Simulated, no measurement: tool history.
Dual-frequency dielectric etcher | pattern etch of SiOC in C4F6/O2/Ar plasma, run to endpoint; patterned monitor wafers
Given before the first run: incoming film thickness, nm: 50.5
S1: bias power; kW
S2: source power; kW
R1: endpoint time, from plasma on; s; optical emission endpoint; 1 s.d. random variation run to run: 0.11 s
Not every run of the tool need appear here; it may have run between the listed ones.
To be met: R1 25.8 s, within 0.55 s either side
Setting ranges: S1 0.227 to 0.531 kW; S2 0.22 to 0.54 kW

run  hour     S1    S2      R1
  1     0  0.379  0.38  21.833
  2     2  0.359  0.37  22.597
  3   5.3  0.359   0.4   22.06
  4  13.5  0.303   0.4  23.202
  5    15  0.357   0.4  22.072
     19.2  -- wet clean of the chamber
  6  19.2  0.339  0.39  23.508
  7  25.4  0.331  0.39  23.313
  8    27  0.321  0.39  23.706

Of the 4 settings listed for the next run, only one would bring every result within its allowed miss of target. Which one?
  A  28.6  0.358   0.4   ?
  B  28.6   0.31  0.27   ?
  C  28.6  0.246  0.36   ?
  D  28.6   0.27  0.37   ?

move      R1
   A  22.744
   B  27.328
   C  26.975
   D  25.861
A: further off than the last run
B: takes the result that was furthest off past its target
C: takes the result that was furthest off past its target
D: all results in spec
D is the move that brings every result within its allowed miss.
